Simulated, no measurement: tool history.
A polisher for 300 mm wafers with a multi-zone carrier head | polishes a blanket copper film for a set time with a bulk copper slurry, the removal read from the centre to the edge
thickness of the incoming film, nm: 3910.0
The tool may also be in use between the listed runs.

run	hour	flow of slurry (ml/min)	pressure of the head's centre zone	pressure of the head's middle zone	pressure of the head's edge zone	abrasive content of the slurry	polishing time (s)	film removed at the wafer's centre (nm)	film removed at mid-radius (nm)	film removed at the wafer's edge (nm)
1	0.0	190	1.00	1.00	1.00	1.00	80	681.74	661.23	667.25
2	7.0	190	1.00	1.00	1.00	0.85	80	657.23	639.01	647.39
3	15.8	215	1.00	1.00	1.00	0.85	80	677.19	654.81	659.94
4	18.7	215	1.00	1.00	0.95	0.85	80	665.20	650.06	632.38
5	27.5	215	1.00	1.00	0.95	1.00	80	696.24	670.04	676.69
6	33.4	205	0.99	1.02	0.95	1.00	80	678.04	673.41	663.82
7	39.5	200	0.98	1.04	0.95	1.00	80	673.46	685.17	672.25
8	42.1	160	0.88	1.14	0.87	0.95	80	570.61	704.74	617.82
9	43.6	165	0.88	1.14	0.88	0.95	80	576.92	704.78	620.12
10	44.4	170	0.88	1.14	0.89	0.95	80	576.30	699.00	613.00
11	45.3	170	0.88	1.14	0.89	1.00	80	582.22	722.70	618.23
12	47.2	170	0.88	1.13	0.90	1.00	80	581.28	718.58	638.17
13	52.8	175	0.88	1.13	0.90	1.00	80	581.22	720.96	641.17

The next listed run, before its measurement:
14	61.1	180	0.88	1.13	0.90	1.00	80	?	?	?

{"run 14": {"film removed at the wafer's centre (nm)": 587.89, "film removed at mid-radius (nm)": 716.66, "film removed at the wafer's edge (nm)": 639.54}}
